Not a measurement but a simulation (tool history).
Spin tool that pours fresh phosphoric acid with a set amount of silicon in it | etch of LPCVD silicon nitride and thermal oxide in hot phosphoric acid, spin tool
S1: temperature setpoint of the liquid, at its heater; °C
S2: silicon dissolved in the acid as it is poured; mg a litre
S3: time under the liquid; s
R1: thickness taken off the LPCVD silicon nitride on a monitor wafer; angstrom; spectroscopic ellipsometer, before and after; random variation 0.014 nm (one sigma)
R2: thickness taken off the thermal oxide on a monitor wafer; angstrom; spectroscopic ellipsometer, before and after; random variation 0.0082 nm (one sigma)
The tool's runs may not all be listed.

run  hour     S1    S2  S3      R1       R2
  1     0    163  18.5  85  95.403   2.2955
  2   4.3  161.5    19  65  68.962   1.3289
  3  10.8  160.5    20  50  51.282   0.9559
  4  16.1  160.5    20  70  71.802   1.3434
  5  18.5  159.5    21  55  53.802   1.0174
  6  21.2    159  27.5  40  38.947  0.57791
  7  30.1    158  39.5  15  14.204  0.12848
  8  38.3    159    38  15  14.675  0.14452
  9  40.4  161.5    34  15  15.923   0.1798

The next listed run, before its measurement:
 10  43.7  162.5  31.5  15   ?   ?

Run 10 gave R1 16.469 angstrom, R2 0.24436 angstrom.
